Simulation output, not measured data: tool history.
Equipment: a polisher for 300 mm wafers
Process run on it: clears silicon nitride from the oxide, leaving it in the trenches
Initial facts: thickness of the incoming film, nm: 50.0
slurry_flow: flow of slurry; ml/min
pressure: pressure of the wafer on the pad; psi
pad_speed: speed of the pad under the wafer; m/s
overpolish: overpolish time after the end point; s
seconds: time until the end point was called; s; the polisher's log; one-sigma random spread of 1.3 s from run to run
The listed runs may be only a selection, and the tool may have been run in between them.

run  hour  slurry_flow  pressure  pad_speed  overpolish  seconds
  1   0.0          195       2.7       0.76           9   68.109
  2   4.9          195       2.7       0.94           9   56.121
  3  12.0          195       2.7       1.08           9   49.728
  4  19.0          195       2.5       1.08           9   53.892
  5  23.2          195       2.2       1.06           9   61.197
  6  28.3          195       2.2       1.06           9   61.791

Predict the results of run 7:
  7  31.3          195       2.0       1.06           9        ?

Run 7 yielded seconds 66.455 s.

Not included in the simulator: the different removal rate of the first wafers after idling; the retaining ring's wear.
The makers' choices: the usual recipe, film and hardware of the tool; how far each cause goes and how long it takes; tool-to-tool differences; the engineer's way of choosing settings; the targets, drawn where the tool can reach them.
